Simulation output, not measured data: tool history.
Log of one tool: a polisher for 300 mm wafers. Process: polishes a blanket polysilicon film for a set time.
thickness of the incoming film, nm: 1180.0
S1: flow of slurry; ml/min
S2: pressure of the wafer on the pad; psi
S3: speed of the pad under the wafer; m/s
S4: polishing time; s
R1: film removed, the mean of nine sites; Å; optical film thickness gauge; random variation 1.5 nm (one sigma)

run 1 day=0 | S1=140 S2=2.6 S3=1.04 S4=34 | R1=2290.8
run 2 day=0.217 | S1=135 S2=2.5 S3=1.04 S4=34 | R1=2258
run 3 day=0.442 | S1=135 S2=2.4 S3=1.04 S4=34 | R1=2180.6
run 4 day=0.488 | S1=150 S2=2.4 S3=1.04 S4=34 | R1=2217.5
run 5 day=0.625 | S1=140 S2=2.3 S3=1.04 S4=34 | R1=2155.3
run 6 day=0.979 | S1=135 S2=2.2 S3=1.04 S4=34 | R1=2044.4
run 7 day=1.3 | S1=130 S2=2.2 S3=1.04 S4=34 | R1=2044.9

The next listed run, before its measurement:
run 8 day=1.617 | S1=125 S2=2.2 S3=1.04 S4=34 | R1=?

R1: 2022.2 Å

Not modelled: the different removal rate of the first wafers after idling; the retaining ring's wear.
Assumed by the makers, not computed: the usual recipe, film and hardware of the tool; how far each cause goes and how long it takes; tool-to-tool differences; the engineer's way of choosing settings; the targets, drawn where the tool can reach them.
